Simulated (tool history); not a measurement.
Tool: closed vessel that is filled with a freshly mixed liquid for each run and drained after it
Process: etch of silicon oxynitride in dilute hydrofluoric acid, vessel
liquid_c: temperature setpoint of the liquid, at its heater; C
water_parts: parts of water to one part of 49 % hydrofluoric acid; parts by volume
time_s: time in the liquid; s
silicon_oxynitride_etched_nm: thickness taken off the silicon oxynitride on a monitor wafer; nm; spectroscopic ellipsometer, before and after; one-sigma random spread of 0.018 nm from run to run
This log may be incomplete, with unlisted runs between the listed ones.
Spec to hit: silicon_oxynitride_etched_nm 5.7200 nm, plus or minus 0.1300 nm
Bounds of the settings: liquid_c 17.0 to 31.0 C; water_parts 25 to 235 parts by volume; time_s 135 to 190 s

Run 1, hour 0.0: liquid_c 23.0 C, water_parts 130 parts by volume, time_s 190 s. Result: silicon_oxynitride_etched_nm 3.2657 nm.
Run 2, hour 0.9: liquid_c 23.0 C, water_parts 155 parts by volume, time_s 190 s. Result: silicon_oxynitride_etched_nm 2.6864 nm.
Run 3, hour 7.3: liquid_c 20.0 C, water_parts 155 parts by volume, time_s 190 s. Result: silicon_oxynitride_etched_nm 2.3433 nm.
Run 4, hour 13.7: liquid_c 22.0 C, water_parts 155 parts by volume, time_s 190 s. Result: silicon_oxynitride_etched_nm 2.5686 nm.
Run 5, hour 17.0: liquid_c 23.5 C, water_parts 145 parts by volume, time_s 190 s. Result: silicon_oxynitride_etched_nm 2.9820 nm.
Run 6, hour 25.9: liquid_c 23.5 C, water_parts 110 parts by volume, time_s 190 s. Result: silicon_oxynitride_etched_nm 4.0070 nm.
Run 7, hour 33.9: liquid_c 23.5 C, water_parts 110 parts by volume, time_s 190 s. Result: silicon_oxynitride_etched_nm 4.0203 nm.
Run 8, hour 39.8: liquid_c 25.0 C, water_parts 110 parts by volume, time_s 190 s. Result: silicon_oxynitride_etched_nm 4.3074 nm.
Run 9, hour 47.5: liquid_c 26.0 C, water_parts 110 parts by volume, time_s 190 s. Result: silicon_oxynitride_etched_nm 4.5485 nm.
Run 10, hour 49.9: liquid_c 27.0 C, water_parts 110 parts by volume, time_s 190 s. Result: silicon_oxynitride_etched_nm 4.7421 nm.
Run 11, hour 53.6: liquid_c 27.5 C, water_parts 110 parts by volume, time_s 190 s. Result: silicon_oxynitride_etched_nm 4.8723 nm.
Run 12, hour 55.5: liquid_c 28.0 C, water_parts 110 parts by volume, time_s 190 s. Result: silicon_oxynitride_etched_nm 4.9755 nm.
Run 13, hour 57.4: liquid_c 28.5 C, water_parts 110 parts by volume, time_s 190 s. Result: silicon_oxynitride_etched_nm 5.0823 nm.
Run 14, hour 58.3: liquid_c 29.0 C, water_parts 110 parts by volume, time_s 190 s. Result: silicon_oxynitride_etched_nm 5.2416 nm.
Run 15, hour 60.2: liquid_c 29.5 C, water_parts 110 parts by volume, time_s 190 s. Result: silicon_oxynitride_etched_nm 5.3387 nm.
At hour 61.2: thermometer replaced.
Run 16, hour 61.2: liquid_c 30.0 C, water_parts 110 parts by volume, time_s 190 s. Result: silicon_oxynitride_etched_nm 6.0178 nm.
Run 17, hour 68.2: liquid_c 29.5 C, water_parts 110 parts by volume, time_s 190 s. Result: silicon_oxynitride_etched_nm 5.9289 nm.

Of the 5 settings listed for the next run, only one would bring every result within its allowed miss of target. Which one?
Run A, hour 75.2: liquid_c 31.0 C, water_parts 110 parts by volume, time_s 190 s. Result: silicon_oxynitride_etched_nm ?.
Run B, hour 75.2: liquid_c 31.0 C, water_parts 120 parts by volume, time_s 190 s. Result: silicon_oxynitride_etched_nm ?.
Run C, hour 75.2: liquid_c 31.0 C, water_parts 105 parts by volume, time_s 180 s. Result: silicon_oxynitride_etched_nm ?.
Run D, hour 75.2: liquid_c 31.0 C, water_parts 110 parts by volume, time_s 180 s. Result: silicon_oxynitride_etched_nm ?.
Run E, hour 75.2: liquid_c 29.0 C, water_parts 105 parts by volume, time_s 190 s. Result: silicon_oxynitride_etched_nm ?.

move  silicon_oxynitride_etched_nm
   A                        6.3291
   B                        5.7420
   C                        6.3143
   D                        5.9960
   E                        6.0956
A: the biggest miss grows against the last run
B: hits every target within its allowed miss
C: the biggest miss grows against the last run
D: the biggest miss grows against the last run
E: the biggest miss grows against the last run
Move B is the one to make.

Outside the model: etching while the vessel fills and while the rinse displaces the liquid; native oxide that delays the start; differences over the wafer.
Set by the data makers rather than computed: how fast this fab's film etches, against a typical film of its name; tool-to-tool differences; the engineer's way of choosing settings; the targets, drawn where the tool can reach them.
